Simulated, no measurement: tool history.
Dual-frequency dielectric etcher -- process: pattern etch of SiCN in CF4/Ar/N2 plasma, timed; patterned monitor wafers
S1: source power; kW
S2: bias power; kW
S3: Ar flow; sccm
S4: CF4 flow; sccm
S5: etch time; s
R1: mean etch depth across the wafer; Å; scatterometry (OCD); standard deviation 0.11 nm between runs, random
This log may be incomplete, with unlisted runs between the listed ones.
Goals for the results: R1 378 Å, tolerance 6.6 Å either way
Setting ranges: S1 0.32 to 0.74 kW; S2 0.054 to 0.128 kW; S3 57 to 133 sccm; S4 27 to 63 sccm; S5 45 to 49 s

run 1 hour=0 | S1=0.53 S2=0.091 S3=95 S4=45 S5=49 | R1=500.91
run 2 hour=0.8 | S1=0.53 S2=0.091 S3=95 S4=45 S5=49 | R1=501.45
run 3 hour=4.5 | S1=0.53 S2=0.091 S3=95 S4=45 S5=45 | R1=463.55
run 4 hour=9 | S1=0.49 S2=0.091 S3=95 S4=45 S5=45 | R1=426.72
run 5 hour=15.7 | S1=0.47 S2=0.091 S3=95 S4=45 S5=45 | R1=405.79
run 6 hour=20.6 | S1=0.47 S2=0.091 S3=95 S4=45 S5=45 | R1=406.67
run 7 hour=27.7 | S1=0.46 S2=0.091 S3=95 S4=45 S5=45 | R1=397.37
run 8 hour=35.1 | S1=0.45 S2=0.091 S3=95 S4=45 S5=45 | R1=388.59

4 next moves are on the table. One of them brings every result within its allowed miss. Which?
run A hour=42.5 | S1=0.41 S2=0.088 S3=90 S4=37 S5=48.5 | R1=?
run B hour=42.5 | S1=0.48 S2=0.084 S3=85 S4=45 S5=45 | R1=?
run C hour=42.5 | S1=0.43 S2=0.093 S3=98 S4=40 S5=47 | R1=?
run D hour=42.5 | S1=0.43 S2=0.082 S3=89 S4=49 S5=49 | R1=?

move=A R1=362.29
move=B R1=407.44
move=C R1=380.15
move=D R1=392.86
A: takes the result that was furthest off past its target
B: lands further from the targets than the last run did
C: in spec on every target
D: lands further from the targets than the last run did
So the answer is move C, the one that meets all the targets.

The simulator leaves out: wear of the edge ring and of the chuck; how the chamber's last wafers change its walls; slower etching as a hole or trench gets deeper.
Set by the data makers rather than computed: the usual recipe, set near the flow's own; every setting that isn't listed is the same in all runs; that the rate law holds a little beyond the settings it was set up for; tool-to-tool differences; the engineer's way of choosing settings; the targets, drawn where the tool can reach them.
